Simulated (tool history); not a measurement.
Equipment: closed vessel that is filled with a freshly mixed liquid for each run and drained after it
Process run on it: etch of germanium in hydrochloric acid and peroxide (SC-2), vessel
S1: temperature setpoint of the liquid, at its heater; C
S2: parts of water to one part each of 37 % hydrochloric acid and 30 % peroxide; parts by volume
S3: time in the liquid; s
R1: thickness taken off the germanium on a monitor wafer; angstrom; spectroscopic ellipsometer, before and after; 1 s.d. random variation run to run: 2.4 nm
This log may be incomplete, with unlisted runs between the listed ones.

Run 1, hour 0.0: S1 64.0 C, S2 7.0 parts by volume, S3 95 s. Result: R1 4349.5 angstrom.
Run 2, hour 6.0: S1 64.0 C, S2 6.0 parts by volume, S3 95 s. Result: R1 4374.1 angstrom.
Run 3, hour 10.1: S1 64.0 C, S2 6.0 parts by volume, S3 95 s. Result: R1 4330.5 angstrom.
Run 4, hour 14.7: S1 60.5 C, S2 6.0 parts by volume, S3 95 s. Result: R1 3905.3 angstrom.
Run 5, hour 17.8: S1 60.5 C, S2 6.0 parts by volume, S3 95 s. Result: R1 3884.8 angstrom.
Run 6, hour 18.8: S1 60.5 C, S2 6.0 parts by volume, S3 95 s. Result: R1 3939.5 angstrom.
Run 7, hour 21.5: S1 59.0 C, S2 6.0 parts by volume, S3 95 s. Result: R1 3749.3 angstrom.
Run 8, hour 28.6: S1 58.0 C, S2 6.0 parts by volume, S3 95 s. Result: R1 3640.6 angstrom.
Run 9, hour 35.6: S1 58.0 C, S2 6.0 parts by volume, S3 95 s. Result: R1 3634.5 angstrom.
Run 10, hour 39.1: S1 57.0 C, S2 6.0 parts by volume, S3 95 s. Result: R1 3521.8 angstrom.
Run 11, hour 40.3: S1 56.5 C, S2 6.0 parts by volume, S3 95 s. Result: R1 3396.2 angstrom.
At hour 49.0: chemicals flow meter replaced.
Run 12, hour 49.0: S1 56.0 C, S2 6.0 parts by volume, S3 95 s. Result: R1 3430.8 angstrom.
Run 13, hour 51.9: S1 55.5 C, S2 6.0 parts by volume, S3 95 s. Result: R1 3389.7 angstrom.
Run 14, hour 58.1: S1 55.0 C, S2 6.0 parts by volume, S3 95 s. Result: R1 3356.3 angstrom.

Run 15 comes next. What will it give?
Run 15, hour 63.6: S1 54.5 C, S2 6.0 parts by volume, S3 95 s. Result: R1 ?.

Run 15 measured R1 3333.9 angstrom.

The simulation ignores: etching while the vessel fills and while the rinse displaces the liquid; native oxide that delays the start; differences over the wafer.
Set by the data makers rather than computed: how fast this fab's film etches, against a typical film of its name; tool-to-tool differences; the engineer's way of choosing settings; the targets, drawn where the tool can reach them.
